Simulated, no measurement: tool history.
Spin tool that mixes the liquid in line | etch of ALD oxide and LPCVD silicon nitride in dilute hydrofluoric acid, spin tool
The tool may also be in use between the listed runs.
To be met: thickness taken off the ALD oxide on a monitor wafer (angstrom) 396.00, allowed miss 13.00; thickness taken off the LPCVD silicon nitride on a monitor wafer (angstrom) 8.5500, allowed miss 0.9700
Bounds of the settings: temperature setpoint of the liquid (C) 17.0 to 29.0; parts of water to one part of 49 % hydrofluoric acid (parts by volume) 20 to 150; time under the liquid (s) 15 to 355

| run | day | temperature setpoint of the liquid (C) | parts of water to one part of 49 % hydrofluoric acid (parts by volume) | time under the liquid (s) | thickness taken off the ALD oxide on a monitor wafer (angstrom) | thickness taken off the LPCVD silicon nitride on a monitor wafer (angstrom) |
|---|---|---|---|---|---|---|
| 1 | 0.000 | 21.0 | 85 | 180 | 301.80 | 6.5254 |
| 2 | 0.042 | 21.5 | 80 | 180 | 328.06 | 7.1732 |
| 3 | 0.362 | 21.5 | 80 | 125 | 228.91 | 5.3489 |
| 4 | 0.504 | 21.5 | 70 | 125 | 262.77 | 6.0070 |
| 5 | 0.546 | 24.0 | 70 | 125 | 291.35 | 7.3523 |
| 6 | 0.850 | 23.5 | 60 | 125 | 337.28 | 8.0780 |
|  | 1.067 | hydrofluoric acid flow meter replaced |
| 7 | 1.067 | 23.0 | 55 | 125 | 412.98 | 9.5646 |
| 8 | 1.421 | 23.0 | 55 | 125 | 410.70 | 9.0662 |

Which of these 4 next moves meets every target?
| A | 1.775 | 23.5 | 40 | 95 | ? | ? |
| B | 1.775 | 18.0 | 50 | 145 | ? | ? |
| C | 1.775 | 23.5 | 50 | 125 | ? | ? |
| D | 1.775 | 22.5 | 60 | 135 | ? | ? |

| move | thickness taken off the ALD oxide on a monitor wafer (angstrom) | thickness taken off the LPCVD silicon nitride on a monitor wafer (angstrom) |
|---|---|---|
| A | 447.27 | 9.7385 |
| B | 427.29 | 8.1757 |
| C | 464.65 | 10.3070 |
| D | 396.13 | 8.7020 |
A: further off than the last run
B: further off than the last run
C: further off than the last run
D: meets every target
The right move is D.
